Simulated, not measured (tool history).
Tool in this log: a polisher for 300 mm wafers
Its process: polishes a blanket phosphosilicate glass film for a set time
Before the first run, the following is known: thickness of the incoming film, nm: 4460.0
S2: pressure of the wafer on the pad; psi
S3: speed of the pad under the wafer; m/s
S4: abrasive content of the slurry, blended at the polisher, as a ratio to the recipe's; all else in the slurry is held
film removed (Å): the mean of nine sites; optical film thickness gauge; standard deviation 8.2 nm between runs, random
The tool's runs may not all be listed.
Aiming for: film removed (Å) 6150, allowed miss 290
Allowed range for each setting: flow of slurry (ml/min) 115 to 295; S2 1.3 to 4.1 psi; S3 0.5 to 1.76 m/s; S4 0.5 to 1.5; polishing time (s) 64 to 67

run 1 day=0 | flow_of_slurry_(ml/min)=190 S2=2.7 S3=1.12 S4=1 polishing_time_(s)=64 | film_removed_(Å)=4590
run 2 day=0.221 | flow_of_slurry_(ml/min)=190 S2=2.7 S3=0.98 S4=1 polishing_time_(s)=64 | film_removed_(Å)=4120.5
run 3 day=0.35 | flow_of_slurry_(ml/min)=190 S2=2.8 S3=0.98 S4=1 polishing_time_(s)=64 | film_removed_(Å)=4196.8
run 4 day=0.6 | flow_of_slurry_(ml/min)=190 S2=2.9 S3=0.98 S4=1 polishing_time_(s)=64 | film_removed_(Å)=4574.5
run 5 day=0.825 | flow_of_slurry_(ml/min)=190 S2=3 S3=0.98 S4=1 polishing_time_(s)=64 | film_removed_(Å)=4691.9
run 6 day=1.079 | flow_of_slurry_(ml/min)=190 S2=3.1 S3=0.98 S4=1 polishing_time_(s)=64 | film_removed_(Å)=4712.3
run 7 day=1.346 | flow_of_slurry_(ml/min)=190 S2=3.2 S3=0.98 S4=1 polishing_time_(s)=64 | film_removed_(Å)=4860.4
run 8 day=1.704 | flow_of_slurry_(ml/min)=190 S2=3.3 S3=0.98 S4=1 polishing_time_(s)=64 | film_removed_(Å)=4920.8
run 9 day=1.871 | flow_of_slurry_(ml/min)=190 S2=3.3 S3=0.98 S4=1 polishing_time_(s)=64 | film_removed_(Å)=5018.5
run 10 day=2.1 | flow_of_slurry_(ml/min)=190 S2=3.4 S3=0.98 S4=1 polishing_time_(s)=64 | film_removed_(Å)=5212.4
run 11 day=2.362 | flow_of_slurry_(ml/min)=190 S2=3.5 S3=0.98 S4=1 polishing_time_(s)=64 | film_removed_(Å)=5354.9
run 12 day=2.392 | flow_of_slurry_(ml/min)=190 S2=3.6 S3=0.98 S4=1 polishing_time_(s)=64 | film_removed_(Å)=5537.3
run 13 day=2.575 | flow_of_slurry_(ml/min)=190 S2=3.8 S3=0.98 S4=1 polishing_time_(s)=64 | film_removed_(Å)=5627.6

Pick the move, out of 5, that brings all results within their allowed miss; only one does.
run A day=2.758 | flow_of_slurry_(ml/min)=185 S2=3.8 S3=0.82 S4=1.1 polishing_time_(s)=64 | film_removed_(Å)=?
run B day=2.758 | flow_of_slurry_(ml/min)=230 S2=3.6 S3=0.84 S4=1 polishing_time_(s)=64 | film_removed_(Å)=?
run C day=2.758 | flow_of_slurry_(ml/min)=210 S2=3.5 S3=0.8 S4=1.05 polishing_time_(s)=65 | film_removed_(Å)=?
run D day=2.758 | flow_of_slurry_(ml/min)=190 S2=4 S3=0.94 S4=1.15 polishing_time_(s)=64 | film_removed_(Å)=?
run E day=2.758 | flow_of_slurry_(ml/min)=175 S2=3.3 S3=0.9 S4=1.1 polishing_time_(s)=67 | film_removed_(Å)=?

move=A film_removed_(Å)=5171.2
move=B film_removed_(Å)=4928.7
move=C film_removed_(Å)=4737.5
move=D film_removed_(Å)=6213.3
move=E film_removed_(Å)=5035.6
A: its largest miss is bigger than the last run's
B: its largest miss is bigger than the last run's
C: its largest miss is bigger than the last run's
D: in spec on every target
E: its largest miss is bigger than the last run's
D is the move that brings every result within its allowed miss.
